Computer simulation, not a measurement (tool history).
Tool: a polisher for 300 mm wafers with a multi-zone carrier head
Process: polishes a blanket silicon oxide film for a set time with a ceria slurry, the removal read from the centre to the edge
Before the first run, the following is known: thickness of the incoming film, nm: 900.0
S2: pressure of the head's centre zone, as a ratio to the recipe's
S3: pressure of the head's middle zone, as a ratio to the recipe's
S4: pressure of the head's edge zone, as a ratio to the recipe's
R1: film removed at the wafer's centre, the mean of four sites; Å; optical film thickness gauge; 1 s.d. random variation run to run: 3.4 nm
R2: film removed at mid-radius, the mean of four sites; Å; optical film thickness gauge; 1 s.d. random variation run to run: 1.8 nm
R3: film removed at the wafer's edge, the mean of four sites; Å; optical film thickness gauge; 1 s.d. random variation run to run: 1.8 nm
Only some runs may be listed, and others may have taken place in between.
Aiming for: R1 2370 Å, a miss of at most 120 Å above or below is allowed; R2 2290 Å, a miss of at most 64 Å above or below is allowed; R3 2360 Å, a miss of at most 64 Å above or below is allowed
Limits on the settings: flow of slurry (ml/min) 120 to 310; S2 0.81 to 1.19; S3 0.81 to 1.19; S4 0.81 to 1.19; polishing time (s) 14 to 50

Run 1, hour 0: flow of slurry (ml/min) 200, S2 1, S3 1, S4 1, polishing time (s) 32. Result: R1 2013.4 Å, R2 2108.9 Å, R3 2044.1 Å.
Run 2, hour 8.7: flow of slurry (ml/min) 200, S2 1, S3 1.06, S4 1, polishing time (s) 32. Result: R1 1999.2 Å, R2 2234.9 Å, R3 2060.8 Å.
Run 3, hour 12.7: flow of slurry (ml/min) 210, S2 1.01, S3 1.05, S4 1.02, polishing time (s) 32. Result: R1 2047.5 Å, R2 2202.9 Å, R3 2062 Å.
Run 4, hour 17.8: flow of slurry (ml/min) 210, S2 1.01, S3 1.05, S4 0.96, polishing time (s) 32. Result: R1 2104 Å, R2 2223.7 Å, R3 2050.9 Å.
Run 5, hour 26.5: flow of slurry (ml/min) 215, S2 1.01, S3 1.04, S4 0.98, polishing time (s) 33. Result: R1 2108.2 Å, R2 2268.5 Å, R3 2093.4 Å.
Run 6, hour 32.4: flow of slurry (ml/min) 210, S2 1.02, S3 1.03, S4 1, polishing time (s) 34. Result: R1 2201.9 Å, R2 2300.2 Å, R3 2190.7 Å.
Run 7, hour 34.9: flow of slurry (ml/min) 210, S2 1.03, S3 1.02, S4 1.01, polishing time (s) 34. Result: R1 2217.8 Å, R2 2277.9 Å, R3 2166.9 Å.
Run 8, hour 41: flow of slurry (ml/min) 210, S2 1.03, S3 1.01, S4 1.02, polishing time (s) 34. Result: R1 2262.5 Å, R2 2274.4 Å, R3 2193.2 Å.
Run 9, hour 43.7: flow of slurry (ml/min) 210, S2 1.03, S3 1, S4 1.04, polishing time (s) 34. Result: R1 2205.5 Å, R2 2237.1 Å, R3 2203.1 Å.

4 candidate next runs follow, results not yet known. Just one meets every target within its allowed miss. Identify it.
Run A, hour 46.4: flow of slurry (ml/min) 260, S2 1.01, S3 0.96, S4 1.11, polishing time (s) 37. Result: R1 ?, R2 ?, R3 ?.
Run B, hour 46.4: flow of slurry (ml/min) 155, S2 0.96, S3 1.06, S4 0.94, polishing time (s) 37. Result: R1 ?, R2 ?, R3 ?.
Run C, hour 46.4: flow of slurry (ml/min) 220, S2 1.03, S3 0.93, S4 1.17, polishing time (s) 36. Result: R1 ?, R2 ?, R3 ?.
Run D, hour 46.4: flow of slurry (ml/min) 160, S2 1.1, S3 1.01, S4 1.14, polishing time (s) 35. Result: R1 ?, R2 ?, R3 ?.

move      R1      R2      R3
   A  2410.5  2428.8  2520.6
   B  2148.1  2476.7  2229.7
   C  2347.1  2267.2    2487
   D  2340.4  2262.8  2320.3
A: takes the biggest miss from the last run beyond its target
B: further off than the last run
C: takes the biggest miss from the last run beyond its target
D: meets every target
Answer: D
